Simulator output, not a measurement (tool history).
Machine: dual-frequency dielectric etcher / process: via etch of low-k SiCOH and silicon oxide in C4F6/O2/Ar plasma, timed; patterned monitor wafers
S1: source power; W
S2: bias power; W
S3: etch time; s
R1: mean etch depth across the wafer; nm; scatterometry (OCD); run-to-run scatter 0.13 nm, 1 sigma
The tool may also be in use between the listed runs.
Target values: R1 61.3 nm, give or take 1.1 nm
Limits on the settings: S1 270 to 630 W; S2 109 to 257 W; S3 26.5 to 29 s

Run 1, day 0: S1 450 W, S2 183 W, S3 29 s. Result: R1 76.331 nm.
Run 2, day 0.029: S1 420 W, S2 174 W, S3 29 s. Result: R1 72.804 nm.
Run 3, day 0.146: S1 420 W, S2 191 W, S3 29 s. Result: R1 75.047 nm.
Run 4, day 0.233: S1 420 W, S2 191 W, S3 29 s. Result: R1 74.952 nm.
Run 5, day 0.488: S1 420 W, S2 160 W, S3 29 s. Result: R1 70.328 nm.
Run 6, day 0.654: S1 390 W, S2 158 W, S3 29 s. Result: R1 66.81 nm.
Run 7, day 0.733: S1 380 W, S2 157 W, S3 29 s. Result: R1 65.894 nm.
Run 8, day 0.792: S1 370 W, S2 157 W, S3 29 s. Result: R1 64.736 nm.
Run 9, day 0.933: S1 360 W, S2 157 W, S3 29 s. Result: R1 63.526 nm.
Run 10, day 1.008: S1 350 W, S2 157 W, S3 29 s. Result: R1 62.696 nm.
Run 11, day 1.238: S1 350 W, S2 157 W, S3 29 s. Result: R1 62.807 nm.

5 candidate next runs follow, results not yet known. Just one meets every target within its allowed miss. Identify it.
Run A, day 1.467: S1 430 W, S2 135 W, S3 27.5 s. Result: R1 ?.
Run B, day 1.467: S1 350 W, S2 176 W, S3 28 s. Result: R1 ?.
Run C, day 1.467: S1 310 W, S2 217 W, S3 29 s. Result: R1 ?.
Run D, day 1.467: S1 360 W, S2 183 W, S3 28.5 s. Result: R1 ?.
Run E, day 1.467: S1 330 W, S2 188 W, S3 27.5 s. Result: R1 ?.

move      R1
   A  63.489
   B  62.949
   C  65.273
   D  66.151
   E  61.054
A: misses by more than the last run did
B: misses by more than the last run did
C: misses by more than the last run did
D: misses by more than the last run did
E: in spec on every target
The move that meets every target is E.
